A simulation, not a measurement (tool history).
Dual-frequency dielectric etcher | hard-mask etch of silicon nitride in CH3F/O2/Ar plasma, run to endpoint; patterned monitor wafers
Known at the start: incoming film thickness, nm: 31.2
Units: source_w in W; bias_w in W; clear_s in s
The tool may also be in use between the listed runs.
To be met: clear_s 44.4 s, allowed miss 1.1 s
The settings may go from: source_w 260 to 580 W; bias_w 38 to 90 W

{"run": 1, "hour": 0.0, "source_w": 420, "bias_w": 64, "clear_s": 49.668}
{"run": 2, "hour": 5.4, "source_w": 350, "bias_w": 64, "clear_s": 53.418}
{"run": 3, "hour": 6.0, "source_w": 420, "bias_w": 64, "clear_s": 49.943}
{"run": 4, "hour": 11.4, "source_w": 440, "bias_w": 65, "clear_s": 49.006}
{"run": 5, "hour": 19.9, "source_w": 440, "bias_w": 69, "clear_s": 47.767}
{"run": 6, "hour": 28.6, "source_w": 440, "bias_w": 73, "clear_s": 47.482}
{"run": 7, "hour": 30.0, "source_w": 450, "bias_w": 74, "clear_s": 46.546}
{"run": 8, "hour": 38.6, "source_w": 460, "bias_w": 75, "clear_s": 46.267}
{"run": 9, "hour": 43.7, "source_w": 470, "bias_w": 76, "clear_s": 45.299}

4 next moves are on the table. One of them brings every result within its allowed miss. Which?
{"run": "A", "hour": 48.8, "source_w": 430, "bias_w": 72, "clear_s": "?"}
{"run": "B", "hour": 48.8, "source_w": 430, "bias_w": 80, "clear_s": "?"}
{"run": "C", "hour": 48.8, "source_w": 410, "bias_w": 80, "clear_s": "?"}
{"run": "D", "hour": 48.8, "source_w": 510, "bias_w": 77, "clear_s": "?"}

move=A clear_s=47.355
move=B clear_s=45.819
move=C clear_s=46.598
move=D clear_s=43.627
A: further off than the last run
B: further off than the last run
C: further off than the last run
D: meets every target
The right move is D.
